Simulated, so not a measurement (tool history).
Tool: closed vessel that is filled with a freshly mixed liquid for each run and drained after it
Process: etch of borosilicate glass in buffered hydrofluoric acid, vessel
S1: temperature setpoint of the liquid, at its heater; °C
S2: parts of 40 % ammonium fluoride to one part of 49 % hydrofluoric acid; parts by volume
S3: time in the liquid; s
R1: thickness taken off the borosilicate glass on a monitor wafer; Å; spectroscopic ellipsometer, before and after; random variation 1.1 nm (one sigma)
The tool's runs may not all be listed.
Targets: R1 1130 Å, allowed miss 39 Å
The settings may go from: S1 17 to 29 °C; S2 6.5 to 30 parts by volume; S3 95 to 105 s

run	hour	S1	S2	S3	R1
1	0	21	19.5	95	544.56
2	2.5	21	19.5	95	535.02
3	8	18.5	19.5	95	470.43
4	8.9	18.5	23	95	420.52
5	9.6	18.5	23	95	421.34
6	17.1	19.5	21.5	95	456.83
7	20.8	20.5	20	95	508.68
8	24.3	21.5	18.5	95	585
9	28.5	22.5	17.5	95	665.03
10	36.4	23	17	95	692.16
11	41.4	27	11.5	95	1260.9
12	46.1	26	11.5	95	1198.1

4 next moves are on the table. One of them brings every result within its allowed miss. Which?
A	50.8	25.5	11.5	105	?
B	50.8	27.5	12	95	?
C	50.8	25	11.5	95	?
D	50.8	27	11.5	100	?

move	R1
A	1275.5
B	1229.8
C	1123.8
D	1315
A: further off than the last run
B: further off than the last run
C: meets every target
D: further off than the last run
Answer: C

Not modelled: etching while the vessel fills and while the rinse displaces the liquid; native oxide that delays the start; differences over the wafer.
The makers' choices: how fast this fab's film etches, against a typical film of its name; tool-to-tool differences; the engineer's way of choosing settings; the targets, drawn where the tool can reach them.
